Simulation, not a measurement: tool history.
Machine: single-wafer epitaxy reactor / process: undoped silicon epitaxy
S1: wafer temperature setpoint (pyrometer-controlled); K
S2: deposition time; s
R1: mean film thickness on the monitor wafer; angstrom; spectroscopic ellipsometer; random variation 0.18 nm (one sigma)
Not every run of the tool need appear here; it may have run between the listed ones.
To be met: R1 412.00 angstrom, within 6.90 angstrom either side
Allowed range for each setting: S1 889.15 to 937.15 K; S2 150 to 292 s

Run 1, hour 0.0: S1 913.15 K, S2 221 s. Result: R1 280.79 angstrom.
Run 2, hour 6.5: S1 918.15 K, S2 221 s. Result: R1 310.64 angstrom.
Run 3, hour 10.0: S1 918.15 K, S2 194 s. Result: R1 275.35 angstrom.
Run 4, hour 13.1: S1 918.15 K, S2 178 s. Result: R1 251.19 angstrom.
Run 5, hour 20.9: S1 927.15 K, S2 178 s. Result: R1 310.59 angstrom.
At hour 26.3: pyrometer calibrated.
Run 6, hour 26.3: S1 927.15 K, S2 196 s. Result: R1 384.75 angstrom.
Run 7, hour 31.4: S1 928.15 K, S2 196 s. Result: R1 392.06 angstrom.
Run 8, hour 38.1: S1 931.15 K, S2 196 s. Result: R1 421.76 angstrom.

Which single option among these 4 for the next run brings every result within its allowed miss of target? Just one does.
Run A, hour 44.8: S1 927.15 K, S2 216 s. Result: R1 ?.
Run B, hour 44.8: S1 935.15 K, S2 186 s. Result: R1 ?.
Run C, hour 44.8: S1 936.15 K, S2 183 s. Result: R1 ?.
Run D, hour 44.8: S1 925.15 K, S2 219 s. Result: R1 ?.

move      R1
   A  421.04
   B  431.88
   C  434.21
   D  408.43
A: better than the last run, though not everything is in spec
B: its largest miss is bigger than the last run's
C: its largest miss is bigger than the last run's
D: every result lands within tolerance
D meets every target.
